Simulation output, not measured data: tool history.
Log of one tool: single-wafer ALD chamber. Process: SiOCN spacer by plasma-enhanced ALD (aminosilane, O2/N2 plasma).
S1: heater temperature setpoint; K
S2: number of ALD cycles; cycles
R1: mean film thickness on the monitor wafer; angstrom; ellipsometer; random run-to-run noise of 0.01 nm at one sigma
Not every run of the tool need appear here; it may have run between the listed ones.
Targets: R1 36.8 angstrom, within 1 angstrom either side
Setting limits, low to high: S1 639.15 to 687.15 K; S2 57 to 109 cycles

run    day      S1  S2      R1
  1      0  663.15  83  46.954
  2  0.329  663.15  79  44.764
  3  0.671  670.15  79  44.453
  4  0.767  670.15  75  42.486
  5  0.854  670.15  72  40.717
  6  1.058  674.15  72  40.613
  7  1.133  674.15  70  39.482
  8  1.342  674.15  70  39.494
  9  1.638  674.15  69   38.99
 10  1.871  674.15  68    38.5
 11    2.2  674.15  67  37.881

Which of these 4 next moves meets every target?
  A  2.529  667.15  70   ?
  B  2.529  674.15  73   ?
  C  2.529  664.15  70   ?
  D  2.529  682.15  66   ?

move      R1
   A  39.383
   B  41.029
   C  39.383
   D  36.257
A: lands further from the targets than the last run did
B: lands further from the targets than the last run did
C: lands further from the targets than the last run did
D: meets every target
Go with D: it meets all targets.
